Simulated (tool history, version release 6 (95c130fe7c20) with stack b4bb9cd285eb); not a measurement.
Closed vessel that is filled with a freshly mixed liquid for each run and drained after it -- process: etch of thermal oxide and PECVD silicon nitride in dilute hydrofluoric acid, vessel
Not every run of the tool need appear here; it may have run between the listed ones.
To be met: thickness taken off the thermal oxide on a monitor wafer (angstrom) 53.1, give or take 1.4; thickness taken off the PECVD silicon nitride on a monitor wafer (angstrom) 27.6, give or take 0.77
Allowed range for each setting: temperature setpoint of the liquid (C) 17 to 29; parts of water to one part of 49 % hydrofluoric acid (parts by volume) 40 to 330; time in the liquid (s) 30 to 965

| run | hour | temperature setpoint of the liquid (C) | parts of water to one part of 49 % hydrofluoric acid (parts by volume) | time in the liquid (s) | thickness taken off the thermal oxide on a monitor wafer (angstrom) | thickness taken off the PECVD silicon nitride on a monitor wafer (angstrom) |
|---|---|---|---|---|---|---|
| 1 | 0 | 21 | 185 | 495 | 101.18 | 51.818 |
| 2 | 3.6 | 21 | 185 | 630 | 127.84 | 66.332 |
| 3 | 11.1 | 20.5 | 200 | 625 | 113.37 | 58.763 |
| 4 | 17.2 | 20.5 | 140 | 625 | 173.94 | 83.599 |
| 5 | 18.8 | 20.5 | 140 | 825 | 230.46 | 109.99 |
| 6 | 22.8 | 20 | 170 | 805 | 174.69 | 86.685 |
| 7 | 26.9 | 19.5 | 190 | 785 | 145.43 | 72.967 |
| 8 | 32.1 | 19 | 210 | 770 | 125.64 | 62.736 |
| 9 | 35.5 | 18.5 | 230 | 760 | 108.72 | 55.035 |

4 candidate next runs follow, results not yet known. Just one meets every target within its allowed miss. Identify it.
| A | 38.9 | 17 | 310 | 565 | ? | ? |
| B | 38.9 | 17.5 | 220 | 390 | ? | ? |
| C | 38.9 | 22 | 285 | 610 | ? | ? |
| D | 38.9 | 19 | 285 | 480 | ? | ? |

| move | thickness taken off the thermal oxide on a monitor wafer (angstrom) | thickness taken off the PECVD silicon nitride on a monitor wafer (angstrom) |
|---|---|---|
| A | 52.498 | 27.578 |
| B | 56.273 | 27.286 |
| C | 75.761 | 44.441 |
| D | 53.419 | 28.904 |
A: meets every target
B: an improvement on the last run, though not all results are within tolerance
C: an improvement on the last run, though not all results are within tolerance
D: meets the target for the result that was furthest off, but another lies outside its allowed miss
The right move is A.

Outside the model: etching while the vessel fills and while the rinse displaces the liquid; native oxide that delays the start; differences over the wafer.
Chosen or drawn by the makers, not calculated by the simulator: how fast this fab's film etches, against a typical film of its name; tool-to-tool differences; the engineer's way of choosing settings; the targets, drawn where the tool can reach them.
